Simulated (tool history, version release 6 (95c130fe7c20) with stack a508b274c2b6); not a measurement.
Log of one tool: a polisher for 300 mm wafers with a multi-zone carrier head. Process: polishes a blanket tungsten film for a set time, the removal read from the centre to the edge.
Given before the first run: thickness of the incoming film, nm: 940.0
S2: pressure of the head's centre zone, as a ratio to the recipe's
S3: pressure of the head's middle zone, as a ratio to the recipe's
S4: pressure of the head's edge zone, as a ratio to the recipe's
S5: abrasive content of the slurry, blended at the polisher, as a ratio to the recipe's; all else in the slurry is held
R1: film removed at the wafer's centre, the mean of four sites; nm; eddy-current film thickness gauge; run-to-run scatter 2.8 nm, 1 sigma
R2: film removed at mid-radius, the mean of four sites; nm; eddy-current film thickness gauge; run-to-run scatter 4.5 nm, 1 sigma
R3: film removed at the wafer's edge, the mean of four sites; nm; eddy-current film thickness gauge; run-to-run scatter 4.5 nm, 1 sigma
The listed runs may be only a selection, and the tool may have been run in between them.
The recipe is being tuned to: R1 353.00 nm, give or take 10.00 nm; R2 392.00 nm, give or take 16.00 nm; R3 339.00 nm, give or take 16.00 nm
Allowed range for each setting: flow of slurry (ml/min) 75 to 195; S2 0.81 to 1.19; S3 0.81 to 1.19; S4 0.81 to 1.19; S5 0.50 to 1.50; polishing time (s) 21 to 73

run 1 hour=0.0 | flow_of_slurry_(ml/min)=125 S2=1.00 S3=1.00 S4=1.00 S5=1.00 polishing_time_(s)=47 | R1=309.49 R2=322.39 R3=312.67
run 2 hour=2.8 | flow_of_slurry_(ml/min)=125 S2=1.07 S3=1.00 S4=1.00 S5=1.00 polishing_time_(s)=47 | R1=329.84 R2=316.52 R3=311.18
run 3 hour=9.4 | flow_of_slurry_(ml/min)=135 S2=1.06 S3=1.03 S4=1.00 S5=1.00 polishing_time_(s)=47 | R1=330.80 R2=331.52 R3=317.85
run 4 hour=10.2 | flow_of_slurry_(ml/min)=135 S2=1.06 S3=1.03 S4=1.00 S5=1.00 polishing_time_(s)=36 | R1=258.80 R2=259.25 R3=242.68
run 5 hour=12.4 | flow_of_slurry_(ml/min)=160 S2=1.06 S3=1.03 S4=1.00 S5=1.00 polishing_time_(s)=36 | R1=269.06 R2=264.65 R3=254.43
run 6 hour=13.6 | flow_of_slurry_(ml/min)=160 S2=1.06 S3=1.03 S4=1.00 S5=0.80 polishing_time_(s)=36 | R1=252.08 R2=246.48 R3=239.94
run 7 hour=18.5 | flow_of_slurry_(ml/min)=165 S2=1.06 S3=1.06 S4=1.02 S5=0.95 polishing_time_(s)=37 | R1=275.70 R2=279.34 R3=259.36
run 8 hour=19.8 | flow_of_slurry_(ml/min)=170 S2=1.05 S3=1.07 S4=1.04 S5=1.10 polishing_time_(s)=38 | R1=288.43 R2=299.51 R3=278.37
run 9 hour=24.5 | flow_of_slurry_(ml/min)=170 S2=1.06 S3=1.09 S4=1.05 S5=1.20 polishing_time_(s)=39 | R1=309.43 R2=315.13 R3=288.52
run 10 hour=29.6 | flow_of_slurry_(ml/min)=170 S2=1.05 S3=1.11 S4=1.06 S5=1.25 polishing_time_(s)=40 | R1=314.89 R2=334.01 R3=306.89

4 next moves are on the table. One of them brings every result within its allowed miss. Which?
run A hour=34.7 | flow_of_slurry_(ml/min)=155 S2=1.02 S3=0.98 S4=1.14 S5=1.20 polishing_time_(s)=38 | R1=? R2=? R3=?
run B hour=34.7 | flow_of_slurry_(ml/min)=170 S2=1.00 S3=1.19 S4=1.00 S5=1.20 polishing_time_(s)=36 | R1=? R2=? R3=?
run C hour=34.7 | flow_of_slurry_(ml/min)=150 S2=0.84 S3=1.19 S4=1.07 S5=1.25 polishing_time_(s)=47 | R1=? R2=? R3=?
run D hour=34.7 | flow_of_slurry_(ml/min)=195 S2=1.03 S3=1.15 S4=1.01 S5=1.05 polishing_time_(s)=47 | R1=? R2=? R3=?

move=A R1=281.50 R2=267.47 R3=290.52
move=B R1=266.89 R2=304.32 R3=263.50
move=C R1=287.41 R2=392.21 R3=350.87
move=D R1=356.40 R2=381.98 R3=340.20
A: lands further from the targets than the last run did
B: lands further from the targets than the last run did
C: lands further from the targets than the last run did
D: in spec on every target
So the answer is move D, the one that meets all the targets.
